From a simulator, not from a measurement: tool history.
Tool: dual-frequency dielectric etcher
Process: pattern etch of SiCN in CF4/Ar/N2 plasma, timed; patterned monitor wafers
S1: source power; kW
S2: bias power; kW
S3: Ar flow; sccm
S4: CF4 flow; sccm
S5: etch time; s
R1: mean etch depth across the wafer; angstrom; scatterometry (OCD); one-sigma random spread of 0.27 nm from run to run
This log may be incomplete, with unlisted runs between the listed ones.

{"run": 1, "hour": 0.0, "S1": 0.38, "S2": 0.061, "S3": 84, "S4": 52, "S5": 71, "R1": 492.47}
{"run": 2, "hour": 1.7, "S1": 0.36, "S2": 0.061, "S3": 84, "S4": 52, "S5": 71, "R1": 465.09}
{"run": 3, "hour": 10.5, "S1": 0.36, "S2": 0.061, "S3": 74, "S4": 52, "S5": 71, "R1": 479.85}
{"run": 4, "hour": 19.1, "S1": 0.42, "S2": 0.061, "S3": 74, "S4": 52, "S5": 71, "R1": 558.25}
{"run": 5, "hour": 24.9, "S1": 0.42, "S2": 0.061, "S3": 74, "S4": 52, "S5": 65, "R1": 508.62}
{"run": 6, "hour": 33.3, "S1": 0.39, "S2": 0.061, "S3": 74, "S4": 52, "S5": 65, "R1": 470.41}

Forecast run 7:
{"run": 7, "hour": 35.1, "S1": 0.33, "S2": 0.06, "S3": 74, "S4": 52, "S5": 65, "R1": "?"}

{"run 7": {"R1": 387.74}}
